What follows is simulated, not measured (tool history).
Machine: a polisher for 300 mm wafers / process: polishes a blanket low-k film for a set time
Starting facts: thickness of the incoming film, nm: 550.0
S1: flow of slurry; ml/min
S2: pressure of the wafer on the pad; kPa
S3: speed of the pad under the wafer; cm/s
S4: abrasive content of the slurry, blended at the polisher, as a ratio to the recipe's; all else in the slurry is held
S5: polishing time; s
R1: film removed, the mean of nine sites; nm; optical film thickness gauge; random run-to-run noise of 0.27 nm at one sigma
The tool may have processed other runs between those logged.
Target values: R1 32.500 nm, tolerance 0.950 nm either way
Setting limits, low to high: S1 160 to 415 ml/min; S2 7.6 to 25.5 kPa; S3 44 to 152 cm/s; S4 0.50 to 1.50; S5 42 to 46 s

Run 1, hour 0.0: S1 265 ml/min, S2 16.5 kPa, S3 98 cm/s, S4 1.00, S5 46 s. Result: R1 25.200 nm.
Run 2, hour 0.9: S1 265 ml/min, S2 13.8 kPa, S3 98 cm/s, S4 1.00, S5 46 s. Result: R1 21.472 nm.
Run 3, hour 8.3: S1 265 ml/min, S2 13.8 kPa, S3 98 cm/s, S4 1.00, S5 46 s. Result: R1 21.169 nm.
Run 4, hour 14.9: S1 265 ml/min, S2 14.5 kPa, S3 98 cm/s, S4 1.00, S5 46 s. Result: R1 21.838 nm.
Run 5, hour 16.4: S1 265 ml/min, S2 14.5 kPa, S3 88 cm/s, S4 1.00, S5 46 s. Result: R1 20.279 nm.
Run 6, hour 18.4: S1 265 ml/min, S2 15.9 kPa, S3 88 cm/s, S4 1.00, S5 46 s. Result: R1 22.076 nm.
Run 7, hour 24.2: S1 265 ml/min, S2 16.5 kPa, S3 88 cm/s, S4 1.00, S5 46 s. Result: R1 23.145 nm.
Run 8, hour 28.0: S1 265 ml/min, S2 17.2 kPa, S3 88 cm/s, S4 1.00, S5 46 s. Result: R1 23.800 nm.
Run 9, hour 29.5: S1 265 ml/min, S2 17.9 kPa, S3 88 cm/s, S4 1.00, S5 46 s. Result: R1 24.791 nm.
Run 10, hour 31.9: S1 265 ml/min, S2 18.6 kPa, S3 88 cm/s, S4 1.00, S5 46 s. Result: R1 25.925 nm.
Run 11, hour 34.4: S1 265 ml/min, S2 19.3 kPa, S3 88 cm/s, S4 1.00, S5 46 s. Result: R1 26.327 nm.
Run 12, hour 35.7: S1 265 ml/min, S2 20.0 kPa, S3 88 cm/s, S4 1.00, S5 46 s. Result: R1 27.402 nm.

Which single option among these 5 for the next run brings every result within its allowed miss of target? Just one does.
Run A, hour 37.0: S1 235 ml/min, S2 20.7 kPa, S3 64 cm/s, S4 1.30, S5 42 s. Result: R1 ?.
Run B, hour 37.0: S1 265 ml/min, S2 19.3 kPa, S3 86 cm/s, S4 0.95, S5 44 s. Result: R1 ?.
Run C, hour 37.0: S1 235 ml/min, S2 19.3 kPa, S3 108 cm/s, S4 0.95, S5 46 s. Result: R1 ?.
Run D, hour 37.0: S1 300 ml/min, S2 21.4 kPa, S3 90 cm/s, S4 1.10, S5 44 s. Result: R1 ?.
Run E, hour 37.0: S1 290 ml/min, S2 22.8 kPa, S3 92 cm/s, S4 1.05, S5 45 s. Result: R1 ?.

move      R1
   A  22.728
   B  23.955
   C  29.667
   D  30.310
   E  32.473
A: the biggest miss grows against the last run
B: the biggest miss grows against the last run
C: nearer than the last run, and not there yet
D: nearer than the last run, and not there yet
E: meets every target
Correct choice: E, which meets every target
